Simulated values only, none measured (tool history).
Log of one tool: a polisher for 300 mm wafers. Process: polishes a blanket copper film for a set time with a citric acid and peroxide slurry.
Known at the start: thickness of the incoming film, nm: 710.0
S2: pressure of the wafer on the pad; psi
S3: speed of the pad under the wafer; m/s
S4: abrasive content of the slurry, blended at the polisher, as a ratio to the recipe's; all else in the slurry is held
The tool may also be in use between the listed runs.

{"run": 1, "hour": 0.0, "flow of slurry (ml/min)": 150, "S2": 2.3, "S3": 0.98, "S4": 1.0, "polishing time (s)": 123, "film removed (nm)": 199.71}
{"run": 2, "hour": 3.8, "flow of slurry (ml/min)": 155, "S2": 2.5, "S3": 0.98, "S4": 1.0, "polishing time (s)": 123, "film removed (nm)": 214.27}
{"run": 3, "hour": 11.9, "flow of slurry (ml/min)": 155, "S2": 2.7, "S3": 0.98, "S4": 1.0, "polishing time (s)": 123, "film removed (nm)": 233.74}
{"run": 4, "hour": 16.6, "flow of slurry (ml/min)": 155, "S2": 2.7, "S3": 0.98, "S4": 1.0, "polishing time (s)": 123, "film removed (nm)": 231.87}
{"run": 5, "hour": 24.7, "flow of slurry (ml/min)": 155, "S2": 2.8, "S3": 0.98, "S4": 1.0, "polishing time (s)": 123, "film removed (nm)": 239.96}
{"run": 6, "hour": 32.2, "flow of slurry (ml/min)": 130, "S2": 2.8, "S3": 0.98, "S4": 1.0, "polishing time (s)": 123, "film removed (nm)": 232.79}

The next listed run, before its measurement:
{"run": 7, "hour": 33.8, "flow of slurry (ml/min)": 140, "S2": 2.9, "S3": 0.98, "S4": 1.0, "polishing time (s)": 123, "film removed (nm)": "?"}

{"run 7": {"film removed (nm)": 245.49}}

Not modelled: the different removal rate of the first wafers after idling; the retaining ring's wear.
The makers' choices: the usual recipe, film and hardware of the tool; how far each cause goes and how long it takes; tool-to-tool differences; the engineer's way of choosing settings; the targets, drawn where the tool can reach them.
